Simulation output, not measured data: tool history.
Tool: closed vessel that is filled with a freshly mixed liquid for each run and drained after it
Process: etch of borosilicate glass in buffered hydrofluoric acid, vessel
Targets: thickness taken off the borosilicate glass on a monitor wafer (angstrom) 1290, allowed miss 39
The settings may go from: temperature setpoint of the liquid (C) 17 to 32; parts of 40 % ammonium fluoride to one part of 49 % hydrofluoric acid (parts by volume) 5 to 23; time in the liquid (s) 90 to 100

| run | hour | temperature setpoint of the liquid (C) | parts of 40 % ammonium fluoride to one part of 49 % hydrofluoric acid (parts by volume) | time in the liquid (s) | thickness taken off the borosilicate glass on a monitor wafer (angstrom) |
|---|---|---|---|---|---|
| 1 | 0 | 24 | 14 | 90 | 890.39 |
| 2 | 6.6 | 24.5 | 14 | 90 | 907.9 |
| 3 | 9.3 | 24.5 | 14 | 100 | 1026.2 |
| 4 | 12.9 | 24.5 | 17 | 100 | 824.82 |
| 5 | 16.8 | 25 | 17 | 100 | 847.12 |
| 6 | 23.6 | 25 | 17 | 90 | 767.64 |
| 7 | 28.1 | 25.5 | 17 | 90 | 784.98 |
| 8 | 33.6 | 26 | 17 | 90 | 809.43 |
| 9 | 38.4 | 26.5 | 17 | 90 | 839.21 |
| 10 | 41.9 | 27 | 17 | 90 | 844.94 |

Which of these 5 next moves meets every target?
| A | 45.4 | 26 | 15 | 100 | ? |
| B | 45.4 | 27.5 | 11 | 100 | ? |
| C | 45.4 | 25 | 12 | 100 | ? |
| D | 45.4 | 25 | 10 | 95 | ? |
| E | 45.4 | 26 | 12 | 100 | ? |

| move | thickness taken off the borosilicate glass on a monitor wafer (angstrom) |
|---|---|
| A | 1018.3 |
| B | 1496.8 |
| C | 1203.8 |
| D | 1368.9 |
| E | 1269.5 |
A: nearer than the last run, and not there yet
B: takes the result that was furthest off past its target
C: nearer than the last run, and not there yet
D: takes the result that was furthest off past its target
E: meets every target
Move E is the one to make.

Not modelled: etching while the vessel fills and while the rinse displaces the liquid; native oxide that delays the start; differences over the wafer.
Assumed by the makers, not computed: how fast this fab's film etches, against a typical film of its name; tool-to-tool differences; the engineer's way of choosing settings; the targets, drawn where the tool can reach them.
